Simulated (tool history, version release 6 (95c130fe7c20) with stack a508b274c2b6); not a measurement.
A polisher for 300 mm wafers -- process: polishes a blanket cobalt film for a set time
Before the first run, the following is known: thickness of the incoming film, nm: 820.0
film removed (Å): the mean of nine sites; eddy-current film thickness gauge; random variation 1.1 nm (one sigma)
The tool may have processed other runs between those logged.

| run | hour | flow of slurry (ml/min) | pressure of the wafer on the pad (psi) | speed of the pad under the wafer (cm/s) | polishing time (s) | film removed (Å) |
|---|---|---|---|---|---|---|
| 1 | 0.0 | 320 | 2.3 | 94 | 34 | 1577.7 |
| 2 | 8.4 | 320 | 2.2 | 94 | 34 | 1509.1 |
| 3 | 9.0 | 320 | 2.2 | 116 | 34 | 1770.1 |
| 4 | 14.1 | 350 | 2.2 | 116 | 34 | 1799.9 |
| 5 | 19.3 | 350 | 2.2 | 116 | 34 | 1770.9 |
| 6 | 22.1 | 350 | 2.2 | 138 | 34 | 2064.4 |
| 7 | 26.7 | 350 | 1.9 | 138 | 34 | 1772.1 |
| 8 | 31.7 | 350 | 1.7 | 138 | 34 | 1596.1 |

What does the tool deliver on the next run?
| 9 | 37.4 | 350 | 1.6 | 138 | 34 | ? |

Run 9 came out at film removed (Å) 1486.4.

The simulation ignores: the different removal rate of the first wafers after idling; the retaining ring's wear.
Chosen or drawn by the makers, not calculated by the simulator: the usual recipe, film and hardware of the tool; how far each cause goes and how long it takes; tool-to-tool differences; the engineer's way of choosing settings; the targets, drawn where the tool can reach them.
